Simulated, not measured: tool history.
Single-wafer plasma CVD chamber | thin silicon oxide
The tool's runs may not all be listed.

run    day  heater temperature setpoint (K)  chamber pressure (Torr)  RF power (kW)  deposition time (s)  mean film thickness on the monitor wafer (angstrom)
  1      0                           688.15                    0.893           0.29                 14.1                                               295.14
  2  0.038                           688.15                    0.893          0.325                 14.1                                               305.36
  3  0.312                           680.15                    0.893          0.325                 14.1                                               306.94
  4  0.562                           680.15                    0.893          0.325                 14.1                                               307.39
  5  0.762                           680.15                    0.747          0.325                 14.1                                               257.08
  6  1.138                           680.15                    0.747          0.325                 14.6                                               264.95
  7  1.212                           680.15                    0.826          0.325                 14.6                                               295.67

The next listed run, before its measurement:
  8  1.517                           680.15                    0.879          0.325                 14.6                                                    ?

{"run 8": {"mean film thickness on the monitor wafer (angstrom)": 312.25}}
